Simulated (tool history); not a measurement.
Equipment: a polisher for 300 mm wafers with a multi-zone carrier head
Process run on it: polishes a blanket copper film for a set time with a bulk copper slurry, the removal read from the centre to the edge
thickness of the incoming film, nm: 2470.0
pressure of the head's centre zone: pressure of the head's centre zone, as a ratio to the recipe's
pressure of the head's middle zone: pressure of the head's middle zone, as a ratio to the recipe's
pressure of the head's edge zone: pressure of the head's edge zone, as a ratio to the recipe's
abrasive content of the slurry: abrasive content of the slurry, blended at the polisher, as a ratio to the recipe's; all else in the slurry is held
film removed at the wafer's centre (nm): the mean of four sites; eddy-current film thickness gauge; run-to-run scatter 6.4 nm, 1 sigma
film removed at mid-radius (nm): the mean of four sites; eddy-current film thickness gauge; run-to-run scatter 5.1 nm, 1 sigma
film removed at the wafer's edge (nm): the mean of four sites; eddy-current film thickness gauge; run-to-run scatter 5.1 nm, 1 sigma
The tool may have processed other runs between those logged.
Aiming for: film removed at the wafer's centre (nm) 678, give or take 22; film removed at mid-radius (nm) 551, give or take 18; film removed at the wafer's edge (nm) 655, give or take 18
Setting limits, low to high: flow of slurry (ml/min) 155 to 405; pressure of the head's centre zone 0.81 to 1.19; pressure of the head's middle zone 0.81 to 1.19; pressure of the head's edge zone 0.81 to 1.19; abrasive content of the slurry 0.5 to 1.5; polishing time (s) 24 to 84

run,hour,flow of slurry (ml/min),pressure of the head's centre zone,pressure of the head's middle zone,pressure of the head's edge zone,abrasive content of the slurry,polishing time (s),film removed at the wafer's centre (nm),film removed at mid-radius (nm),film removed at the wafer's edge (nm)
1,0,260,1,1,1,1,54,462.25,455.82,464.14
2,1.2,265,1.02,0.99,1.02,1.1,55,484.16,475.83,493.73
3,8.5,265,1.02,0.99,1.02,1.1,48,417.59,405.19,425.67
4,12.2,265,1.02,0.99,1.02,1,48,423.3,401.41,421.8
5,16.9,275,1.05,0.98,1.04,1.05,50,455.58,421.07,447.79
6,25.1,275,1.05,0.98,1.13,1.05,50,454.38,425.23,470.56
7,31.5,280,1.07,0.97,1.14,1.1,52,492.27,435.91,493.23
8,40,280,1.07,0.97,1.14,1.1,52,482.21,434.02,501.44
9,42.9,315,1.17,0.96,1.19,1.35,62,672.43,548.99,634.58

Pick the move, out of 4, that brings all results within their allowed miss; only one does.
A,45.8,295,1.19,0.98,1.15,1.3,61,?,?,?
B,45.8,325,1.18,1.01,1.1,1.45,60,?,?,?
C,45.8,340,1.13,0.92,1.16,1.25,65,?,?,?
D,45.8,325,1.19,1.05,1.16,1.2,61,?,?,?

move,film removed at the wafer's centre (nm),film removed at mid-radius (nm),film removed at the wafer's edge (nm)
A,657.89,538.17,611.04
B,663.43,560.94,605.58
C,666.98,544.93,653.95
D,651.52,564.26,605.45
A: further off than the last run
B: further off than the last run
C: hits every target within its allowed miss
D: further off than the last run
C is the move that brings every result within its allowed miss.

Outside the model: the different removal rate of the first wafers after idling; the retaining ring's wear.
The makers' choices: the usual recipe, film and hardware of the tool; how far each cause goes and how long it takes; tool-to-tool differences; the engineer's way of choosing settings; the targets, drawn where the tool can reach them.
